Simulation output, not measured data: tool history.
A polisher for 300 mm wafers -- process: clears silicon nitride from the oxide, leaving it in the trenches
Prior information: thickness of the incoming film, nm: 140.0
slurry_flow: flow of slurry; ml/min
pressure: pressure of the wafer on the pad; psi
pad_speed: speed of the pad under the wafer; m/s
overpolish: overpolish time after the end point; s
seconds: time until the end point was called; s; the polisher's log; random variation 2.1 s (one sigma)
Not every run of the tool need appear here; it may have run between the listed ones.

run	hour	slurry_flow	pressure	pad_speed	overpolish	seconds
1	0.0	315	3.3	0.76	7	173.83
2	6.1	315	3.4	0.76	7	160.74
3	12.5	315	3.5	0.76	7	161.49
4	19.8	315	3.5	0.76	7	165.78
5	26.7	275	3.5	0.76	7	165.85
6	34.7	275	3.6	0.76	7	157.66

Run 7 comes next. What will it give?
7	37.6	275	3.7	0.76	7	?

{"run 7": {"seconds": 154.86}}

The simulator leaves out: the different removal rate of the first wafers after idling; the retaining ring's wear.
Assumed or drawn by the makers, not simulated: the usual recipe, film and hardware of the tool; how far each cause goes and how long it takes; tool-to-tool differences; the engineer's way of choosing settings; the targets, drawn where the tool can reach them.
